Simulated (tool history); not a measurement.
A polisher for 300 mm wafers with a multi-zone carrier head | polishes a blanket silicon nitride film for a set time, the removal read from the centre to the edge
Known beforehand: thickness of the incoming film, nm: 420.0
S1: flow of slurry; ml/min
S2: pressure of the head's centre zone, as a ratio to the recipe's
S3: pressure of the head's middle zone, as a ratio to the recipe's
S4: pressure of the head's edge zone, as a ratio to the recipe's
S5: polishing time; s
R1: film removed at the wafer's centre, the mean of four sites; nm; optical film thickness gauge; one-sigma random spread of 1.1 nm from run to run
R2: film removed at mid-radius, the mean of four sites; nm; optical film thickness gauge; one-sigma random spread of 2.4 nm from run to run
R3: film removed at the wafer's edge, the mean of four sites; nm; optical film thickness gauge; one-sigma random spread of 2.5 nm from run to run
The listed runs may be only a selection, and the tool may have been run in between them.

{"run": 1, "hour": 0.0, "S1": 195, "S2": 1, "S3": 1, "S4": 1, "S5": 61, "R1": 126.23, "R2": 125.85, "R3": 130.38}
{"run": 2, "hour": 2.5, "S1": 200, "S2": 1.01, "S3": 1.03, "S4": 1.03, "S5": 63, "R1": 128.86, "R2": 134.93, "R3": 134.51}
{"run": 3, "hour": 5.6, "S1": 200, "S2": 1.01, "S3": 0.97, "S4": 1.03, "S5": 63, "R1": 130.17, "R2": 127.12, "R3": 136.43}
{"run": 4, "hour": 13.6, "S1": 205, "S2": 1.02, "S3": 0.99, "S4": 1.05, "S5": 66, "R1": 138.37, "R2": 133.9, "R3": 143.17}
{"run": 5, "hour": 21.6, "S1": 205, "S2": 1.02, "S3": 0.99, "S4": 1.05, "S5": 53, "R1": 109.66, "R2": 105.69, "R3": 114.6}
{"run": 6, "hour": 29.7, "S1": 205, "S2": 1.01, "S3": 1, "S4": 1.05, "S5": 58, "R1": 119.21, "R2": 117.87, "R3": 126.99}
{"run": 7, "hour": 31.4, "S1": 210, "S2": 1.01, "S3": 1.02, "S4": 1.06, "S5": 61, "R1": 126.97, "R2": 129.42, "R3": 131.44}
{"run": 8, "hour": 40.0, "S1": 205, "S2": 1.01, "S3": 1.02, "S4": 1.06, "S5": 64, "R1": 133.03, "R2": 131.99, "R3": 138.47}
{"run": 9, "hour": 44.0, "S1": 205, "S2": 1, "S3": 1.03, "S4": 1.06, "S5": 67, "R1": 137.46, "R2": 140.61, "R3": 145.25}
{"run": 10, "hour": 48.9, "S1": 210, "S2": 1, "S3": 1.04, "S4": 1.06, "S5": 69, "R1": 141.01, "R2": 148.68, "R3": 146.06}

What will run 11 give?
{"run": 11, "hour": 50.6, "S1": 200, "S2": 1, "S3": 1.05, "S4": 1.06, "S5": 71, "R1": "?", "R2": "?", "R3": "?"}

R1: 146.01 nm
R2: 152.07 nm
R3: 153.09 nm

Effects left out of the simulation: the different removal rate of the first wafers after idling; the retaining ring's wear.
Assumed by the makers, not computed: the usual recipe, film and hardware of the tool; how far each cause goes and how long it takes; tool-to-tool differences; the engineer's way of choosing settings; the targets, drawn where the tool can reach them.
